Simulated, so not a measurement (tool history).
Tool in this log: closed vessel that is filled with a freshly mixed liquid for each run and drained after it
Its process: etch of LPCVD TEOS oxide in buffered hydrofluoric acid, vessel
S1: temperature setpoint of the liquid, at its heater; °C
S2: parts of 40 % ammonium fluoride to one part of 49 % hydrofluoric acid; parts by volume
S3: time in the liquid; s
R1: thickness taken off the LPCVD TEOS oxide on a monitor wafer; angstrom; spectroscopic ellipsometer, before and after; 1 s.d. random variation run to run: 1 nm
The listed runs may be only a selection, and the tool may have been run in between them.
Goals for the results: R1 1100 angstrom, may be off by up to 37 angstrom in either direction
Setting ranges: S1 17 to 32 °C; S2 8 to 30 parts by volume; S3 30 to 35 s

run,hour,S1,S2,S3,R1
1,0,24,21.5,35,447.14
2,5.5,24,21.5,35,446.33
3,14.2,21.5,21.5,35,387.35
4,20.1,21.5,21.5,35,395.22
5,28,20,21.5,35,363.62
6,31.1,23,18.5,35,483.17
7,33.1,25,16.5,35,608.97
8,35.5,26.5,15.5,35,699.84
9,43.3,27.5,15,35,758.9
10,50.1,28.5,14.5,35,835.01
11,54.8,29.5,14,35,906.8
12,62.4,30,14,35,930.79

Which of these 4 next moves meets every target?
A,70,30,13,35,?
B,70,29,10.5,30,?
C,70,30.5,12,35,?
D,70,32,12,35,?

move,R1
A,1001.7
B,1003.2
C,1111.9
D,1202.3
A: nearer the targets than the last run, but a result is still out of spec
B: nearer the targets than the last run, but a result is still out of spec
C: hits every target within its allowed miss
D: takes the biggest miss from the last run beyond its target
So the answer is move C, the one that meets all the targets.

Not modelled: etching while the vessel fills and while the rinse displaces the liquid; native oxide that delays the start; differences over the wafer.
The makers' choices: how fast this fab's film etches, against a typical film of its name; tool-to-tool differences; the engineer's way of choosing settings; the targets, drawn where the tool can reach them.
